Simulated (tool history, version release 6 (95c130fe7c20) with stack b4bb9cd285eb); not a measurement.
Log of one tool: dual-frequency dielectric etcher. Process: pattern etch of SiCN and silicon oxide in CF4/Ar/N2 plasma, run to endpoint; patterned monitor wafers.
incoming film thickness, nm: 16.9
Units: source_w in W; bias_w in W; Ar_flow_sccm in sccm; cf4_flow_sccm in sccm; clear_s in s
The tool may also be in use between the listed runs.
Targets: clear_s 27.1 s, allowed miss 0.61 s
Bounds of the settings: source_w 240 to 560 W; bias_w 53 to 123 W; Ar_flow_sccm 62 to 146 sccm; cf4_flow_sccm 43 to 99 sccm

run 1 hour=0 | source_w=400 bias_w=88 Ar_flow_sccm=104 cf4_flow_sccm=71 | clear_s=19.828
run 2 hour=8.1 | source_w=380 bias_w=87 Ar_flow_sccm=104 cf4_flow_sccm=71 | clear_s=21.01
run 3 hour=15.3 | source_w=360 bias_w=87 Ar_flow_sccm=104 cf4_flow_sccm=71 | clear_s=22.061
run 4 hour=16.2 | source_w=360 bias_w=87 Ar_flow_sccm=104 cf4_flow_sccm=60 | clear_s=22.514
run 5 hour=20.8 | source_w=360 bias_w=93 Ar_flow_sccm=104 cf4_flow_sccm=60 | clear_s=22.131
run 6 hour=25.6 | source_w=360 bias_w=93 Ar_flow_sccm=87 cf4_flow_sccm=60 | clear_s=21.676
run 7 hour=29.4 | source_w=350 bias_w=93 Ar_flow_sccm=87 cf4_flow_sccm=60 | clear_s=22.197
run 8 hour=34 | source_w=340 bias_w=93 Ar_flow_sccm=87 cf4_flow_sccm=60 | clear_s=22.805
run 9 hour=37.1 | source_w=260 bias_w=91 Ar_flow_sccm=88 cf4_flow_sccm=60 | clear_s=30.404
run 10 hour=43.5 | source_w=270 bias_w=91 Ar_flow_sccm=88 cf4_flow_sccm=60 | clear_s=29.227
run 11 hour=50.7 | source_w=280 bias_w=91 Ar_flow_sccm=88 cf4_flow_sccm=60 | clear_s=28.105

Which of these 4 next moves meets every target?
run A hour=57.9 | source_w=330 bias_w=77 Ar_flow_sccm=101 cf4_flow_sccm=53 | clear_s=?
run B hour=57.9 | source_w=290 bias_w=106 Ar_flow_sccm=87 cf4_flow_sccm=78 | clear_s=?
run C hour=57.9 | source_w=270 bias_w=117 Ar_flow_sccm=82 cf4_flow_sccm=59 | clear_s=?
run D hour=57.9 | source_w=300 bias_w=92 Ar_flow_sccm=80 cf4_flow_sccm=65 | clear_s=?

move=A clear_s=25.678
move=B clear_s=25.271
move=C clear_s=27.033
move=D clear_s=25.623
A: takes the result that was furthest off past its target
B: takes the result that was furthest off past its target
C: meets every target
D: takes the result that was furthest off past its target
The right move is C.

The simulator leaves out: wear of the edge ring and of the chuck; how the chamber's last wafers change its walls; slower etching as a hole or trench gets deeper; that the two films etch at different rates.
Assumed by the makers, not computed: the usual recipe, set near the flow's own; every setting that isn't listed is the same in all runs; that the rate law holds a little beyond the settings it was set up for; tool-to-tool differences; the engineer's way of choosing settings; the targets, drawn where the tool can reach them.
